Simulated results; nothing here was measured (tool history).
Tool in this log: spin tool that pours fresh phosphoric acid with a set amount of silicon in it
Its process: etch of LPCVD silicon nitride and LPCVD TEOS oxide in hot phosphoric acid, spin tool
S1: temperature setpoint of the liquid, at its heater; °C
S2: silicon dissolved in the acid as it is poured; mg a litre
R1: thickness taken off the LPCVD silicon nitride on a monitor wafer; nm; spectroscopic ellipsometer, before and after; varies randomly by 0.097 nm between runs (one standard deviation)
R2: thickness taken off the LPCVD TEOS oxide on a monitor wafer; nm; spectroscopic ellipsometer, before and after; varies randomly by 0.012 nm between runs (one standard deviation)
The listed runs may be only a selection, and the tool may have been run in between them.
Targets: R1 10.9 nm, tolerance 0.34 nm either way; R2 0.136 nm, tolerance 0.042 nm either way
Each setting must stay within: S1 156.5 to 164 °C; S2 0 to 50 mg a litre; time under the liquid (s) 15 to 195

run 1 hour=0 | S1=159 S2=22.5 time_under_the_liquid_(s)=100 | R1=6.8819 R2=0.24001
run 2 hour=7.8 | S1=159 S2=11.5 time_under_the_liquid_(s)=100 | R1=6.907 R2=0.31223
run 3 hour=11 | S1=159 S2=11.5 time_under_the_liquid_(s)=75 | R1=5.1449 R2=0.22505
run 4 hour=16.5 | S1=159 S2=16 time_under_the_liquid_(s)=80 | R1=5.5551 R2=0.20416
run 5 hour=17.1 | S1=159 S2=20 time_under_the_liquid_(s)=85 | R1=5.8789 R2=0.24069
run 6 hour=21.4 | S1=158.5 S2=23.5 time_under_the_liquid_(s)=90 | R1=6.0292 R2=0.19155
run 7 hour=30.2 | S1=158.5 S2=26.5 time_under_the_liquid_(s)=95 | R1=6.4482 R2=0.22702
run 8 hour=30.7 | S1=159 S2=29 time_under_the_liquid_(s)=100 | R1=6.9068 R2=0.20331
run 9 hour=34.5 | S1=159.5 S2=31.5 time_under_the_liquid_(s)=105 | R1=7.304 R2=0.1958
run 10 hour=42.5 | S1=160 S2=33.5 time_under_the_liquid_(s)=110 | R1=7.8316 R2=0.19255
run 11 hour=43.6 | S1=160.5 S2=35.5 time_under_the_liquid_(s)=115 | R1=8.3934 R2=0.20849
run 12 hour=51.9 | S1=161 S2=37 time_under_the_liquid_(s)=115 | R1=8.5003 R2=0.1893
run 13 hour=52.5 | S1=161.5 S2=38.5 time_under_the_liquid_(s)=115 | R1=8.5947 R2=0.17157
run 14 hour=61.1 | S1=162 S2=40 time_under_the_liquid_(s)=115 | R1=8.8691 R2=0.17061
run 15 hour=68.9 | S1=162 S2=41 time_under_the_liquid_(s)=115 | R1=8.8421 R2=0.166
run 16 hour=71.2 | S1=162 S2=42 time_under_the_liquid_(s)=115 | R1=8.7333 R2=0.12703
run 17 hour=73.5 | S1=162 S2=42.5 time_under_the_liquid_(s)=115 | R1=8.7445 R2=0.13172

4 next moves are on the table. One of them brings every result within its allowed miss. Which?
run A hour=75.8 | S1=159.5 S2=35 time_under_the_liquid_(s)=85 | R1=? R2=?
run B hour=75.8 | S1=163.5 S2=50 time_under_the_liquid_(s)=135 | R1=? R2=?
run C hour=75.8 | S1=161 S2=39 time_under_the_liquid_(s)=90 | R1=? R2=?
run D hour=75.8 | S1=161 S2=33 time_under_the_liquid_(s)=105 | R1=? R2=?

move=A R1=5.8753 R2=0.12883
move=B R1=10.663 R2=0.1435
move=C R1=6.542 R2=0.12194
move=D R1=7.6323 R2=0.19561
A: the biggest miss grows against the last run
B: every result lands within tolerance
C: the biggest miss grows against the last run
D: the biggest miss grows against the last run
Answer: B

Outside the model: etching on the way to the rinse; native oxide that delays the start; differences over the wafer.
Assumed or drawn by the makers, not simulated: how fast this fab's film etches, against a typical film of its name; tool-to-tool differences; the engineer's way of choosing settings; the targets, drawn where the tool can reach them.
